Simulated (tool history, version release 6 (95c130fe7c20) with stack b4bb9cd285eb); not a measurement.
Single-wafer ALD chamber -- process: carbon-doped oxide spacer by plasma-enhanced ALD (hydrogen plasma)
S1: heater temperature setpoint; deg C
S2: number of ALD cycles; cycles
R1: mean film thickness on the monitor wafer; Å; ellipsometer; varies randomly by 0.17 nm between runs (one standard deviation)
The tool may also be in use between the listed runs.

Run 1, day 0.000: S1 405 deg C, S2 598 cycles. Result: R1 301.03 Å.
Run 2, day 0.342: S1 405 deg C, S2 564 cycles. Result: R1 283.52 Å.
Run 3, day 0.654: S1 401 deg C, S2 564 cycles. Result: R1 288.29 Å.
Run 4, day 0.788: S1 401 deg C, S2 615 cycles. Result: R1 312.25 Å.
At day 1.017: thermocouple changed; heater temperature recalibrated.
Run 5, day 1.017: S1 401 deg C, S2 653 cycles. Result: R1 337.27 Å.
Run 6, day 1.271: S1 401 deg C, S2 573 cycles. Result: R1 298.42 Å.
Run 7, day 1.612: S1 401 deg C, S2 573 cycles. Result: R1 297.38 Å.
Run 8, day 1.933: S1 399 deg C, S2 579 cycles. Result: R1 301.88 Å.
Run 9, day 2.300: S1 397 deg C, S2 585 cycles. Result: R1 305.85 Å.
Run 10, day 2.592: S1 395 deg C, S2 592 cycles. Result: R1 307.35 Å.
Run 11, day 2.671: S1 395 deg C, S2 592 cycles. Result: R1 305.09 Å.
Run 12, day 2.967: S1 395 deg C, S2 604 cycles. Result: R1 314.55 Å.
Run 13, day 3.004: S1 394 deg C, S2 612 cycles. Result: R1 314.43 Å.

What will run 14 give?
Run 14, day 3.246: S1 394 deg C, S2 622 cycles. Result: R1 ?.

Run 14 produced R1 324.23 Å.
